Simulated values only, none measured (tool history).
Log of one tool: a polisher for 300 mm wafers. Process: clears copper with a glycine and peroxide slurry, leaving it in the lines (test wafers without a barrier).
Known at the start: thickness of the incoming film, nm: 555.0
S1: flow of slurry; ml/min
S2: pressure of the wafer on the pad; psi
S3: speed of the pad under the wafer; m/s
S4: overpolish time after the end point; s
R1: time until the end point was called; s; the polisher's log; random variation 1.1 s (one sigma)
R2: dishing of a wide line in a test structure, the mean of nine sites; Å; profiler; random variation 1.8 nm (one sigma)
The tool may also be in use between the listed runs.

run 1 hour=0 | S1=270 S2=2.2 S3=0.92 S4=24 | R1=134.84 R2=575.5
run 2 hour=3.8 | S1=270 S2=2.2 S3=0.7 S4=24 | R1=166.89 R2=499.46
run 3 hour=10.7 | S1=270 S2=2.4 S3=0.7 S4=24 | R1=154.69 R2=509.55
run 4 hour=12.4 | S1=235 S2=2.4 S3=0.7 S4=24 | R1=159 R2=507.32
run 5 hour=13.6 | S1=240 S2=2.5 S3=0.72 S4=25 | R1=152.24 R2=559.65
run 6 hour=16.6 | S1=240 S2=2.5 S3=0.6 S4=25 | R1=169.26 R2=504.56
run 7 hour=19.3 | S1=245 S2=2.6 S3=0.62 S4=25 | R1=166.66 R2=498.75
run 8 hour=22.5 | S1=245 S2=2.7 S3=0.66 S4=25 | R1=153.3 R2=536.55

The next listed run, before its measurement:
run 9 hour=24.2 | S1=245 S2=2.8 S3=0.7 S4=25 | R1=? R2=?

R1: 146.3 s
R2: 567.77 Å
